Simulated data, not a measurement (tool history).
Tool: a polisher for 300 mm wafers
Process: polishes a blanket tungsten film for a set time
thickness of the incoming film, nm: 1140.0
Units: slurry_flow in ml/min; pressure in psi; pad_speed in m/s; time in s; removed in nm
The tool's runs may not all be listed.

Run 1, hour 0: slurry_flow 130 ml/min, pressure 3.3 psi, pad_speed 1.34 m/s, slurry_solids 1, time 103 s. Result: removed 638.9 nm.
Run 2, hour 2: slurry_flow 130 ml/min, pressure 3.3 psi, pad_speed 1.34 m/s, slurry_solids 1, time 107 s. Result: removed 660.46 nm.
Run 3, hour 5.3: slurry_flow 130 ml/min, pressure 3.7 psi, pad_speed 1.34 m/s, slurry_solids 1, time 107 s. Result: removed 720.73 nm.
Run 4, hour 10.6: slurry_flow 130 ml/min, pressure 3.7 psi, pad_speed 1.34 m/s, slurry_solids 1, time 103 s. Result: removed 674.46 nm.
Run 5, hour 18.2: slurry_flow 130 ml/min, pressure 3.7 psi, pad_speed 1.34 m/s, slurry_solids 0.9, time 103 s. Result: removed 673.15 nm.
Run 6, hour 25: slurry_flow 130 ml/min, pressure 3.9 psi, pad_speed 1.34 m/s, slurry_solids 0.9, time 103 s. Result: removed 702.12 nm.
Run 7, hour 32.2: slurry_flow 130 ml/min, pressure 4.1 psi, pad_speed 1.34 m/s, slurry_solids 0.9, time 103 s. Result: removed 728.74 nm.
Run 8, hour 34.3: slurry_flow 130 ml/min, pressure 4.3 psi, pad_speed 1.34 m/s, slurry_solids 0.9, time 103 s. Result: removed 771.31 nm.
Run 9, hour 40.8: slurry_flow 130 ml/min, pressure 4.4 psi, pad_speed 1.34 m/s, slurry_solids 0.9, time 103 s. Result: removed 771.52 nm.
Run 10, hour 49.3: slurry_flow 130 ml/min, pressure 4.5 psi, pad_speed 1.34 m/s, slurry_solids 0.9, time 103 s. Result: removed 788.8 nm.
Run 11, hour 53.1: slurry_flow 130 ml/min, pressure 4.6 psi, pad_speed 1.34 m/s, slurry_solids 0.9, time 103 s. Result: removed 804.1 nm.

The next listed run, before its measurement:
Run 12, hour 53.9: slurry_flow 130 ml/min, pressure 4.7 psi, pad_speed 1.34 m/s, slurry_solids 0.9, time 103 s. Result: removed ?.

removed: 812.89 nm
